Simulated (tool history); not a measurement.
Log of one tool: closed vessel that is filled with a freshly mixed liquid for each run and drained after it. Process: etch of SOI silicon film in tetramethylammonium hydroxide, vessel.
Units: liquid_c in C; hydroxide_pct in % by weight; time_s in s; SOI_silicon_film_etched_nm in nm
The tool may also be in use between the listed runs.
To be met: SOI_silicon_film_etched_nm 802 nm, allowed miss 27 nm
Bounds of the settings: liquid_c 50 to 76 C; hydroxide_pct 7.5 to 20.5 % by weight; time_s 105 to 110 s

Run 1, hour 0: liquid_c 63 C, hydroxide_pct 14 % by weight, time_s 105 s. Result: SOI_silicon_film_etched_nm 408.7 nm.
Run 2, hour 6.5: liquid_c 65.5 C, hydroxide_pct 14 % by weight, time_s 105 s. Result: SOI_silicon_film_etched_nm 466.33 nm.
Run 3, hour 10.6: liquid_c 70.5 C, hydroxide_pct 14 % by weight, time_s 105 s. Result: SOI_silicon_film_etched_nm 636.46 nm.
Run 4, hour 17.6: liquid_c 70.5 C, hydroxide_pct 14 % by weight, time_s 110 s. Result: SOI_silicon_film_etched_nm 654.24 nm.
Run 5, hour 21.1: liquid_c 71 C, hydroxide_pct 14 % by weight, time_s 110 s. Result: SOI_silicon_film_etched_nm 683.7 nm.
Run 6, hour 24.3: liquid_c 71.5 C, hydroxide_pct 14 % by weight, time_s 110 s. Result: SOI_silicon_film_etched_nm 705.31 nm.
Run 7, hour 32.6: liquid_c 72 C, hydroxide_pct 14 % by weight, time_s 110 s. Result: SOI_silicon_film_etched_nm 729.26 nm.
Run 8, hour 39.7: liquid_c 73 C, hydroxide_pct 14 % by weight, time_s 110 s. Result: SOI_silicon_film_etched_nm 771.76 nm.

Which of these 4 next moves meets every target?
Run A, hour 46.8: liquid_c 73 C, hydroxide_pct 14 % by weight, time_s 105 s. Result: SOI_silicon_film_etched_nm ?.
Run B, hour 46.8: liquid_c 72.5 C, hydroxide_pct 13.5 % by weight, time_s 105 s. Result: SOI_silicon_film_etched_nm ?.
Run C, hour 46.8: liquid_c 74 C, hydroxide_pct 15 % by weight, time_s 110 s. Result: SOI_silicon_film_etched_nm ?.
Run D, hour 46.8: liquid_c 72.5 C, hydroxide_pct 14 % by weight, time_s 110 s. Result: SOI_silicon_film_etched_nm ?.

move  SOI_silicon_film_etched_nm
   A                      734.72
   B                      726.75
   C                      785.69
   D                      747.79
A: further off than the last run
B: further off than the last run
C: meets every target
D: further off than the last run
Answer: C
